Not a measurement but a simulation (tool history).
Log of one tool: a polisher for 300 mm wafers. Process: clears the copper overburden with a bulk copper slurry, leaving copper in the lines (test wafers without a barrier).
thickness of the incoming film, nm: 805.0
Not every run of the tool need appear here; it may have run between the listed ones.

run	day	flow of slurry (ml/min)	pressure of the wafer on the pad (kPa)	speed of the pad under the wafer (cm/s)	abrasive content of the slurry	overpolish time after the end point (s)	time until the end point was called (s)	dishing of a wide line in a test structure (Å)
1	0.000	165	13.8	96	1.00	30	123.90	189.26
2	0.025	200	13.8	96	1.00	30	116.67	193.00
3	0.233	185	12.4	92	1.00	28	138.59	192.43
4	0.354	185	9.7	92	1.00	28	177.75	186.51
5	0.662	185	9.7	80	1.00	28	202.52	186.50
6	1.033	185	9.7	80	0.85	28	212.31	176.93
7	1.408	185	9.7	80	0.85	28	210.59	182.02
8	1.492	185	9.7	80	0.85	28	209.22	187.22
9	1.783	170	9.0	80	0.90	30	223.19	180.95
10	2.054	165	9.0	80	0.85	31	237.03	177.67
11	2.246	165	9.0	80	0.85	31	230.76	178.81
12	2.379	160	9.0	80	0.80	32	236.00	184.81
13	2.642	160	8.3	78	0.85	28	254.66	173.91
14	2.800	155	8.3	78	0.85	28	259.17	173.49

Estimate the outcome of run 15 from the log above:
15	2.888	155	8.3	78	0.85	28	?	?

time until the end point was called (s): 257.90
dishing of a wide line in a test structure (Å): 174.20
